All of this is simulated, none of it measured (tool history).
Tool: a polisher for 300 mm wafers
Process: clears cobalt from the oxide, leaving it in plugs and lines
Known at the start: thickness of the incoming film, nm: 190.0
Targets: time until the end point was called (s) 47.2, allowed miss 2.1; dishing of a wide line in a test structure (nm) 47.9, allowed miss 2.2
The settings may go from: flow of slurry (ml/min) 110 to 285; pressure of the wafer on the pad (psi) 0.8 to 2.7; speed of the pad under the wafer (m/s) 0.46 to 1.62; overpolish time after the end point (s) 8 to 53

run,day,flow of slurry (ml/min),pressure of the wafer on the pad (psi),speed of the pad under the wafer (m/s),overpolish time after the end point (s),time until the end point was called (s),dishing of a wide line in a test structure (nm)
1,0,180,1.7,1.04,27,36.356,60.41
2,0.338,180,2.1,1.04,27,29.93,62.936
3,0.596,205,2.1,1.04,27,28.682,64.258
4,0.812,200,2,1.04,25,30.54,59.934
5,1.179,200,1.9,1.04,24,32.231,59.466
6,1.271,200,1.9,1.16,24,29.119,60.575
7,1.354,200,1.8,1.16,23,30.998,59.537
8,1.483,200,1.8,1.16,23,31.016,60.172
9,1.738,195,1.3,1.12,15,43.72,42.695
10,2.058,195,1.3,1.12,16,43.563,44.532
11,2.108,195,1.3,1.12,17,43.96,45.066
12,2.45,195,1.3,1.12,18,44.268,46.569

4 next moves are on the table. One of them brings every result within its allowed miss. Which?
A,2.792,195,1.3,1.02,16,?,?
B,2.792,180,1.5,1.02,18,?,?
C,2.792,165,1.1,1.2,18,?,?
D,2.792,145,1.2,1.2,20,?,?

move,time until the end point was called (s),dishing of a wide line in a test structure (nm)
A,48.679,41.394
B,42.839,47.516
C,51.127,43.139
D,47.936,47.376
A: brings the result that was furthest off to its target, and leaves another outside
B: further off than the last run
C: takes the result that was furthest off past its target
D: meets every target
Answer: D
